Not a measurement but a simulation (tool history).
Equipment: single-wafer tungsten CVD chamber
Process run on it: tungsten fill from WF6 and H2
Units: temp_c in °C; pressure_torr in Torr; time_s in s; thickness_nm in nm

run  hour  temp_c  pressure_torr  time_s  thickness_nm
  1     0     380           34.1    29.6        60.946
  2     5     376             34    29.6        56.121
  3  12.5     376             34    30.5        57.739
  4    19     385             34    30.5         70.92
  5  21.1     379           33.9    30.5        62.145
  6  23.9     375           33.8    30.5        55.329
  7  27.7     373           33.8    30.5        53.494
  8  28.5     371           33.8    30.5        50.197
  9  33.4     370           33.8    30.5        49.587
 10    34     369           33.8    30.5        48.384

Estimate the outcome of run 11 from the log above:
 11  36.9     368           33.8    30.5             ?

thickness_nm: 47.259 nm

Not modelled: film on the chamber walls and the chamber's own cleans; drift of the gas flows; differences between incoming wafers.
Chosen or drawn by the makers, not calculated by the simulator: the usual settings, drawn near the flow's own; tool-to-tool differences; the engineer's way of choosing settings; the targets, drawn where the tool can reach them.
